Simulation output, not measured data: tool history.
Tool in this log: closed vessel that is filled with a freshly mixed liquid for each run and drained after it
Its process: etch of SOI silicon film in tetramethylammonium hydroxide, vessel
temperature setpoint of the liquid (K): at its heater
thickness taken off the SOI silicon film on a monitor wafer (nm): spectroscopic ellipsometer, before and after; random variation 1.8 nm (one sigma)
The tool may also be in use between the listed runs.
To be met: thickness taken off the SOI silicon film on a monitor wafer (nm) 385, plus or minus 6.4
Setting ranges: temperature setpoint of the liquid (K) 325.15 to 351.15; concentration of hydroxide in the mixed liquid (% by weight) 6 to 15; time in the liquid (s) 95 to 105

| run | hour | temperature setpoint of the liquid (K) | concentration of hydroxide in the mixed liquid (% by weight) | time in the liquid (s) | thickness taken off the SOI silicon film on a monitor wafer (nm) |
|---|---|---|---|---|---|
| 1 | 0 | 338.15 | 10 | 95 | 556.63 |
| 2 | 6.9 | 342.15 | 10 | 95 | 699.52 |
| 3 | 13 | 342.15 | 10 | 95 | 698.53 |
| 4 | 17.2 | 340.15 | 10 | 95 | 619.74 |
| 5 | 21.8 | 340.15 | 10 | 105 | 683.49 |
| 6 | 26.3 | 344.65 | 10 | 105 | 896.43 |
| 7 | 33.7 | 341.65 | 10 | 105 | 754.7 |
| 8 | 41.2 | 335.15 | 10 | 105 | 509.42 |
| 9 | 48.3 | 334.15 | 10 | 105 | 481.32 |
| 10 | 54 | 333.65 | 10 | 105 | 458.46 |
| 11 | 61.4 | 333.15 | 10 | 105 | 448.57 |
| 12 | 65.5 | 332.65 | 10 | 105 | 430.74 |

Exercise: of the 5 proposed moves below, exactly one satisfies all targets within the stated allowed misses. Which move is it?
| A | 69.6 | 330.15 | 8 | 105 | ? |
| B | 69.6 | 332.15 | 10.5 | 100 | ? |
| C | 69.6 | 331.15 | 9.5 | 105 | ? |
| D | 69.6 | 332.65 | 10.5 | 95 | ? |
| E | 69.6 | 332.15 | 12 | 105 | ? |

| move | thickness taken off the SOI silicon film on a monitor wafer (nm) |
|---|---|
| A | 402.65 |
| B | 395.2 |
| C | 404.12 |
| D | 387.46 |
| E | 394.91 |
A: better than the last run, though not everything is in spec
B: better than the last run, though not everything is in spec
C: better than the last run, though not everything is in spec
D: every result within its allowed miss
E: better than the last run, though not everything is in spec
So the answer is move D, the one that meets all the targets.
